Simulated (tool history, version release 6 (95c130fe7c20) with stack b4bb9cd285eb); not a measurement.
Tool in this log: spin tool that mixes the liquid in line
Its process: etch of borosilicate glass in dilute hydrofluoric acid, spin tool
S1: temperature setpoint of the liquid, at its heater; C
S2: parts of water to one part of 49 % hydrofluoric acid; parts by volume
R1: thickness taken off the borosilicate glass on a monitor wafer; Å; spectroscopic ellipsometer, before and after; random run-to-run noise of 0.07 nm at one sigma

Run 1, hour 0.0: S1 20.0 C, S2 190 parts by volume, time under the liquid (s) 30. Result: R1 57.372 Å.
Run 2, hour 7.8: S1 21.0 C, S2 180 parts by volume, time under the liquid (s) 30. Result: R1 63.805 Å.
Run 3, hour 12.3: S1 22.0 C, S2 175 parts by volume, time under the liquid (s) 30. Result: R1 67.623 Å.
Run 4, hour 12.9: S1 22.5 C, S2 170 parts by volume, time under the liquid (s) 30. Result: R1 72.100 Å.
Run 5, hour 15.8: S1 23.0 C, S2 165 parts by volume, time under the liquid (s) 30. Result: R1 76.471 Å.
Run 6, hour 23.2: S1 23.5 C, S2 160 parts by volume, time under the liquid (s) 30. Result: R1 81.439 Å.
Run 7, hour 29.1: S1 23.5 C, S2 160 parts by volume, time under the liquid (s) 30. Result: R1 81.037 Å.

Estimate the outcome of run 8 from the log above:
Run 8, hour 34.1: S1 24.0 C, S2 155 parts by volume, time under the liquid (s) 30. Result: R1 ?.

Run 8 measured R1 85.233 Å.
